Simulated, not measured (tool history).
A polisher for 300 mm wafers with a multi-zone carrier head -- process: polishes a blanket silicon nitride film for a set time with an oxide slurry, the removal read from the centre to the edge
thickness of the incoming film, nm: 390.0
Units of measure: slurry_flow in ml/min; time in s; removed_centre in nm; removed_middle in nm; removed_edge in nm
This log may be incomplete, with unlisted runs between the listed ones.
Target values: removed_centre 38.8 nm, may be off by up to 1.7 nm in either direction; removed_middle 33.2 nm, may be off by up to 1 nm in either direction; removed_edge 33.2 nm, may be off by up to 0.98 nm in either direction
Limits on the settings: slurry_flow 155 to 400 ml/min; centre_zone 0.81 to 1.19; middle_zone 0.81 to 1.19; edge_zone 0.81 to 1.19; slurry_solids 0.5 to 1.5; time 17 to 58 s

Run 1, hour 0: slurry_flow 255 ml/min, centre_zone 1, middle_zone 1, edge_zone 1, slurry_solids 1, time 37 s. Result: removed_centre 30.863 nm, removed_middle 30.664 nm, removed_edge 29.867 nm.
Run 2, hour 3.4: slurry_flow 255 ml/min, centre_zone 1, middle_zone 1, edge_zone 1, slurry_solids 1.2, time 37 s. Result: removed_centre 33.381 nm, removed_middle 33.753 nm, removed_edge 32.96 nm.
Run 3, hour 6.7: slurry_flow 255 ml/min, centre_zone 1, middle_zone 1, edge_zone 1, slurry_solids 1.2, time 46 s. Result: removed_centre 41.236 nm, removed_middle 42.091 nm, removed_edge 40.524 nm.
Run 4, hour 7.7: slurry_flow 255 ml/min, centre_zone 1, middle_zone 1, edge_zone 1.06, slurry_solids 1.2, time 46 s. Result: removed_centre 40.608 nm, removed_middle 42.007 nm, removed_edge 41.509 nm.
Run 5, hour 16.4: slurry_flow 255 ml/min, centre_zone 1, middle_zone 1, edge_zone 1.1, slurry_solids 1.2, time 46 s. Result: removed_centre 40.755 nm, removed_middle 42.514 nm, removed_edge 41.745 nm.
Run 6, hour 25.2: slurry_flow 255 ml/min, centre_zone 1, middle_zone 1, edge_zone 1.1, slurry_solids 1.2, time 38 s. Result: removed_centre 33.481 nm, removed_middle 34.668 nm, removed_edge 34.228 nm.
Run 7, hour 33.5: slurry_flow 260 ml/min, centre_zone 1.05, middle_zone 0.99, edge_zone 1.08, slurry_solids 1.2, time 38 s. Result: removed_centre 35.167 nm, removed_middle 34.377 nm, removed_edge 34.735 nm.
Run 8, hour 35.5: slurry_flow 260 ml/min, centre_zone 1.09, middle_zone 0.99, edge_zone 1.03, slurry_solids 1.15, time 38 s. Result: removed_centre 36.424 nm, removed_middle 33.451 nm, removed_edge 33.248 nm.

Consider the 4 candidate settings below. Which is the only one whose results all fall within their allowed miss of target?
Run A, hour 37.5: slurry_flow 250 ml/min, centre_zone 1.03, middle_zone 1.04, edge_zone 1.04, slurry_solids 1.15, time 37 s. Result: removed_centre ?, removed_middle ?, removed_edge ?.
Run B, hour 37.5: slurry_flow 185 ml/min, centre_zone 1.03, middle_zone 1, edge_zone 1.05, slurry_solids 1.3, time 38 s. Result: removed_centre ?, removed_middle ?, removed_edge ?.
Run C, hour 37.5: slurry_flow 250 ml/min, centre_zone 1.02, middle_zone 1.01, edge_zone 1.04, slurry_solids 1.2, time 38 s. Result: removed_centre ?, removed_middle ?, removed_edge ?.
Run D, hour 37.5: slurry_flow 300 ml/min, centre_zone 1.15, middle_zone 0.98, edge_zone 1.03, slurry_solids 0.95, time 41 s. Result: removed_centre ?, removed_middle ?, removed_edge ?.

move  removed_centre  removed_middle  removed_edge
   A          32.989          33.542        31.965
   B          33.977           33.61        33.631
   C           34.21          34.275        33.496
   D          37.923          32.734        32.581
A: moves away from the targets compared with the last run
B: moves away from the targets compared with the last run
C: moves away from the targets compared with the last run
D: every result lands within tolerance
Correct choice: D, which meets every target

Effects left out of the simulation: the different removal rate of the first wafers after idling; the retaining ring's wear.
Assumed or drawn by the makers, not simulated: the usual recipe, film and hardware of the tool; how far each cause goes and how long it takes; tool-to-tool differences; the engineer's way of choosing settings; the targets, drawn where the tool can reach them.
